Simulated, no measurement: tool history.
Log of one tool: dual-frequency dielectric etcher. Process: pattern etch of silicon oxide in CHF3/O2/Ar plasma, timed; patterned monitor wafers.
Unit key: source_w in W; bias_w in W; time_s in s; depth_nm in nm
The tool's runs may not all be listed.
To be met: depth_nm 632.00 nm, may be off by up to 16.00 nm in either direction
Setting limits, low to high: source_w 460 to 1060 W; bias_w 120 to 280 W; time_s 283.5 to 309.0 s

run  hour  source_w  bias_w  time_s  depth_nm
  1   0.0       760     200   309.0    727.68
  2   4.5       730     197   308.5    714.72
  3   7.2       730     197   283.5    658.80
  4   9.7       730     197   283.5    656.49
     16.3  -- wet clean of the chamber
  5  16.3       730     218   283.5    644.78
  6  18.6       730     250   283.5    678.64
  7  27.2       710     249   283.5    661.06
  8  34.5       700     249   283.5    662.80
  9  38.5       690     248   283.5    657.10

Below are 5 possible settings for the next run. Only one of them brings all results inside the allowed miss of their targets. Which is it?
  A  42.5       610     265   283.5         ?
  B  42.5       690     256   283.5         ?
  C  42.5       650     246   305.0         ?
  D  42.5       750     236   294.0         ?
  E  42.5       660     261   294.5         ?

move  depth_nm
   A    633.11
   B    659.68
   C    685.10
   D    692.63
   E    676.48
A: meets every target
B: the biggest miss grows against the last run
C: the biggest miss grows against the last run
D: the biggest miss grows against the last run
E: the biggest miss grows against the last run
Answer: A
